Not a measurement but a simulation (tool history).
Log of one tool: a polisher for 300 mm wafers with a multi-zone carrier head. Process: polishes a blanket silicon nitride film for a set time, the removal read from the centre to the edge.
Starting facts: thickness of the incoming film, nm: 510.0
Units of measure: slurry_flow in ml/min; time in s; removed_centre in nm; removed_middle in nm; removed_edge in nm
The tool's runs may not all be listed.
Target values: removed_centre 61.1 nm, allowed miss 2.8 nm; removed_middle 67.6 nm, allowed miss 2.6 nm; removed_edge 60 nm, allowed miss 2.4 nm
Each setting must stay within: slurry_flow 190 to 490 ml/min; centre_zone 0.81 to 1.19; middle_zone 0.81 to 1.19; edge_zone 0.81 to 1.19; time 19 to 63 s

{"run": 1, "hour": 0.0, "slurry_flow": 315, "centre_zone": 1, "middle_zone": 1, "edge_zone": 1, "time": 41, "removed_centre": 47.4, "removed_middle": 50.204, "removed_edge": 49.591}
{"run": 2, "hour": 7.9, "slurry_flow": 315, "centre_zone": 0.96, "middle_zone": 1, "edge_zone": 1, "time": 41, "removed_centre": 45.099, "removed_middle": 49.536, "removed_edge": 49.705}
{"run": 3, "hour": 16.5, "slurry_flow": 315, "centre_zone": 0.96, "middle_zone": 1, "edge_zone": 0.96, "time": 41, "removed_centre": 45.464, "removed_middle": 49.567, "removed_edge": 49.258}
{"run": 4, "hour": 21.4, "slurry_flow": 315, "centre_zone": 1.03, "middle_zone": 1, "edge_zone": 0.96, "time": 41, "removed_centre": 49.917, "removed_middle": 49.681, "removed_edge": 49.554}
{"run": 5, "hour": 27.0, "slurry_flow": 315, "centre_zone": 1.09, "middle_zone": 1, "edge_zone": 0.96, "time": 41, "removed_centre": 51.374, "removed_middle": 49.71, "removed_edge": 48.928}
{"run": 6, "hour": 28.7, "slurry_flow": 315, "centre_zone": 1.09, "middle_zone": 1.03, "edge_zone": 0.97, "time": 43, "removed_centre": 54.276, "removed_middle": 52.728, "removed_edge": 50.849}
{"run": 7, "hour": 32.6, "slurry_flow": 330, "centre_zone": 1, "middle_zone": 1.13, "edge_zone": 1.01, "time": 52, "removed_centre": 60.623, "removed_middle": 71.528, "removed_edge": 63.312}
{"run": 8, "hour": 38.3, "slurry_flow": 330, "centre_zone": 1.01, "middle_zone": 1.13, "edge_zone": 1, "time": 52, "removed_centre": 61.715, "removed_middle": 68.77, "removed_edge": 63.166}
{"run": 9, "hour": 40.1, "slurry_flow": 330, "centre_zone": 1.01, "middle_zone": 1.14, "edge_zone": 0.99, "time": 52, "removed_centre": 60.977, "removed_middle": 68.657, "removed_edge": 63.17}
{"run": 10, "hour": 41.0, "slurry_flow": 335, "centre_zone": 1.02, "middle_zone": 1.15, "edge_zone": 0.99, "time": 52, "removed_centre": 62.261, "removed_middle": 70.977, "removed_edge": 64.276}
{"run": 11, "hour": 48.0, "slurry_flow": 325, "centre_zone": 1.03, "middle_zone": 1.16, "edge_zone": 0.99, "time": 51, "removed_centre": 61.786, "removed_middle": 70.121, "removed_edge": 61.742}

Consider the 5 candidate settings below. Which is the only one whose results all fall within their allowed miss of target?
{"run": "A", "hour": 55.0, "slurry_flow": 405, "centre_zone": 1.07, "middle_zone": 1.15, "edge_zone": 0.99, "time": 49, "removed_centre": "?", "removed_middle": "?", "removed_edge": "?"}
{"run": "B", "hour": 55.0, "slurry_flow": 315, "centre_zone": 1.09, "middle_zone": 1.14, "edge_zone": 0.99, "time": 53, "removed_centre": "?", "removed_middle": "?", "removed_edge": "?"}
{"run": "C", "hour": 55.0, "slurry_flow": 255, "centre_zone": 0.98, "middle_zone": 1.19, "edge_zone": 0.85, "time": 53, "removed_centre": "?", "removed_middle": "?", "removed_edge": "?"}
{"run": "D", "hour": 55.0, "slurry_flow": 315, "centre_zone": 0.99, "middle_zone": 1.13, "edge_zone": 0.95, "time": 55, "removed_centre": "?", "removed_middle": "?", "removed_edge": "?"}
{"run": "E", "hour": 55.0, "slurry_flow": 350, "centre_zone": 1.02, "middle_zone": 1.19, "edge_zone": 0.91, "time": 52, "removed_centre": "?", "removed_middle": "?", "removed_edge": "?"}

move=A removed_centre=61.997 removed_middle=67.461 removed_edge=58.997
move=B removed_centre=67.017 removed_middle=71.157 removed_edge=62.967
move=C removed_centre=59.118 removed_middle=72.663 removed_edge=57.899
move=D removed_centre=63.116 removed_middle=73.328 removed_edge=64.086
move=E removed_centre=62.043 removed_middle=73.044 removed_edge=59.697
A: meets every target
B: its largest miss is bigger than the last run's
C: its largest miss is bigger than the last run's
D: its largest miss is bigger than the last run's
E: its largest miss is bigger than the last run's
A meets every target.
